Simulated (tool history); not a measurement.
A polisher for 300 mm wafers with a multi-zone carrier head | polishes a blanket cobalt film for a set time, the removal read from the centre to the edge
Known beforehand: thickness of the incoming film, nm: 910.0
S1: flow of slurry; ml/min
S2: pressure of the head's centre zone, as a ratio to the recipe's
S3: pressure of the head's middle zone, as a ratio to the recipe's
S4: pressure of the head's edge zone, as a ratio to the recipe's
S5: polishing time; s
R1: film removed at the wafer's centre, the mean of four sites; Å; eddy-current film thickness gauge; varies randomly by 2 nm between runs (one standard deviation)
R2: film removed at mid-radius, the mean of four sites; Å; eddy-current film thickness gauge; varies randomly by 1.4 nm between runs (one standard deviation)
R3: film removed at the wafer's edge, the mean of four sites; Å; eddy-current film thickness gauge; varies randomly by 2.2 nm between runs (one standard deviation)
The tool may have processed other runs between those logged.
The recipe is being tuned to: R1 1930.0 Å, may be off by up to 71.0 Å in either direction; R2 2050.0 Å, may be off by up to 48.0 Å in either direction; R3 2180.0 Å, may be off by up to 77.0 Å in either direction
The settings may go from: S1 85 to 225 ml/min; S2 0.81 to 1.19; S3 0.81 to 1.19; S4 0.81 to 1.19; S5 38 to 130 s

| run | hour | S1 | S2 | S3 | S4 | S5 | R1 | R2 | R3 |
|---|---|---|---|---|---|---|---|---|---|
| 1 | 0.0 | 145 | 1.00 | 1.00 | 1.00 | 84 | 3570.0 | 3600.6 | 3570.5 |
| 2 | 7.5 | 145 | 1.00 | 0.94 | 1.00 | 84 | 3596.8 | 3387.5 | 3555.0 |
| 3 | 11.3 | 145 | 1.00 | 1.00 | 1.00 | 84 | 3593.4 | 3587.1 | 3480.9 |
| 4 | 17.9 | 145 | 1.06 | 1.00 | 1.00 | 84 | 3806.8 | 3568.7 | 3491.8 |
| 5 | 18.5 | 145 | 1.06 | 1.05 | 1.00 | 84 | 3816.8 | 3703.6 | 3578.8 |
| 6 | 23.9 | 145 | 0.98 | 1.05 | 1.00 | 84 | 3513.4 | 3751.8 | 3566.7 |
| 7 | 27.7 | 130 | 0.94 | 1.00 | 0.98 | 75 | 2981.7 | 3174.9 | 3086.5 |
| 8 | 35.0 | 120 | 0.91 | 0.96 | 0.97 | 69 | 2643.1 | 2724.9 | 2749.5 |

Below are 4 possible settings for the next run. Only one of them brings all results inside the allowed miss of their targets. Which is it?
| A | 42.3 | 135 | 1.05 | 1.03 | 0.90 | 100 | ? | ? | ? |
| B | 42.3 | 125 | 1.05 | 0.91 | 0.95 | 81 | ? | ? | ? |
| C | 42.3 | 115 | 0.82 | 0.89 | 1.08 | 59 | ? | ? | ? |
| D | 42.3 | 110 | 0.90 | 0.94 | 1.02 | 54 | ? | ? | ? |

| move | R1 | R2 | R3 |
|---|---|---|---|
| A | 4459.4 | 4345.1 | 4024.0 |
| B | 3542.8 | 3120.2 | 3309.4 |
| C | 1976.6 | 2191.3 | 2532.5 |
| D | 1960.1 | 2075.9 | 2235.2 |
A: its largest miss is bigger than the last run's
B: its largest miss is bigger than the last run's
C: closes in on the targets versus the last run, not all within tolerance yet
D: all results land within tolerance of their targets
Answer: D
